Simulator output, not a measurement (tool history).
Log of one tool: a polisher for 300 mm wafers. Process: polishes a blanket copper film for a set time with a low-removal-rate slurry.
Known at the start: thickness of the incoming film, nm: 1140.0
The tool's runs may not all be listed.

run  hour  flow of slurry (ml/min)  pressure of the wafer on the pad (kPa)  speed of the pad under the wafer (cm/s)  abrasive content of the slurry  polishing time (s)  film removed (Å)
  1     0                      230                                    15.2                                      106                               1                  60            1215.1
  2   4.9                      230                                    15.2                                      106                               1                  60            1222.6
  3  12.2                      230                                    15.2                                      106                               1                  64            1275.4
  4  16.6                      230                                    15.2                                      106                             1.2                  64            1342.9
  5  18.6                      230                                    15.2                                      106                            1.05                  64            1302.1
  6    20                      225                                    14.5                                      106                            1.05                  64              1250
  7  27.4                      225                                    13.8                                      106                            1.05                  64            1191.2

The next listed run, before its measurement:
  8    29                      220                                    13.8                                      106                            1.05                  64                 ?

film removed (Å): 1200.2
